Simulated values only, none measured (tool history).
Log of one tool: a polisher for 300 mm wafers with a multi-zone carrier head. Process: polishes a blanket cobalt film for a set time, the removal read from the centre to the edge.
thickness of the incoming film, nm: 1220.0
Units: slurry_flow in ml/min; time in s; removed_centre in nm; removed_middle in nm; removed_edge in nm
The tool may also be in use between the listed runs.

Run 1, hour 0.0: slurry_flow 320 ml/min, centre_zone 1.00, middle_zone 1.00, edge_zone 1.00, time 54 s. Result: removed_centre 220.00 nm, removed_middle 217.41 nm, removed_edge 210.00 nm.
Run 2, hour 8.2: slurry_flow 320 ml/min, centre_zone 1.08, middle_zone 1.00, edge_zone 1.00, time 54 s. Result: removed_centre 234.53 nm, removed_middle 210.98 nm, removed_edge 211.25 nm.
Run 3, hour 9.1: slurry_flow 280 ml/min, centre_zone 1.08, middle_zone 1.00, edge_zone 1.00, time 54 s. Result: removed_centre 230.14 nm, removed_middle 213.10 nm, removed_edge 211.03 nm.
Run 4, hour 11.6: slurry_flow 280 ml/min, centre_zone 1.03, middle_zone 1.00, edge_zone 1.00, time 54 s. Result: removed_centre 221.97 nm, removed_middle 213.58 nm, removed_edge 212.01 nm.
Run 5, hour 14.2: slurry_flow 285 ml/min, centre_zone 1.05, middle_zone 1.01, edge_zone 1.01, time 55 s. Result: removed_centre 233.22 nm, removed_middle 219.43 nm, removed_edge 215.93 nm.
Run 6, hour 23.1: slurry_flow 285 ml/min, centre_zone 1.06, middle_zone 1.02, edge_zone 1.02, time 55 s. Result: removed_centre 234.61 nm, removed_middle 217.88 nm, removed_edge 212.37 nm.
Run 7, hour 30.8: slurry_flow 285 ml/min, centre_zone 1.06, middle_zone 1.02, edge_zone 1.02, time 55 s. Result: removed_centre 233.54 nm, removed_middle 219.36 nm, removed_edge 216.08 nm.
Run 8, hour 37.2: slurry_flow 285 ml/min, centre_zone 1.07, middle_zone 1.03, edge_zone 1.03, time 56 s. Result: removed_centre 236.18 nm, removed_middle 224.74 nm, removed_edge 218.72 nm.
Run 9, hour 42.6: slurry_flow 285 ml/min, centre_zone 1.07, middle_zone 1.03, edge_zone 1.03, time 56 s. Result: removed_centre 242.42 nm, removed_middle 226.34 nm, removed_edge 221.95 nm.
Run 10, hour 50.0: slurry_flow 285 ml/min, centre_zone 1.08, middle_zone 1.03, edge_zone 1.04, time 56 s. Result: removed_centre 241.43 nm, removed_middle 224.55 nm, removed_edge 221.87 nm.
Run 11, hour 52.5: slurry_flow 285 ml/min, centre_zone 1.09, middle_zone 1.03, edge_zone 1.05, time 56 s. Result: removed_centre 244.18 nm, removed_middle 226.20 nm, removed_edge 221.07 nm.
Run 12, hour 59.7: slurry_flow 285 ml/min, centre_zone 1.10, middle_zone 1.03, edge_zone 1.05, time 56 s. Result: removed_centre 242.04 nm, removed_middle 227.27 nm, removed_edge 223.16 nm.
Run 13, hour 60.3: slurry_flow 285 ml/min, centre_zone 1.11, middle_zone 1.03, edge_zone 1.05, time 56 s. Result: removed_centre 247.45 nm, removed_middle 226.35 nm, removed_edge 224.87 nm.

The next listed run, before its measurement:
Run 14, hour 64.1: slurry_flow 285 ml/min, centre_zone 1.12, middle_zone 1.03, edge_zone 1.05, time 56 s. Result: removed_centre ?, removed_middle ?, removed_edge ?.

removed_centre: 249.01 nm
removed_middle: 225.29 nm
removed_edge: 218.72 nm
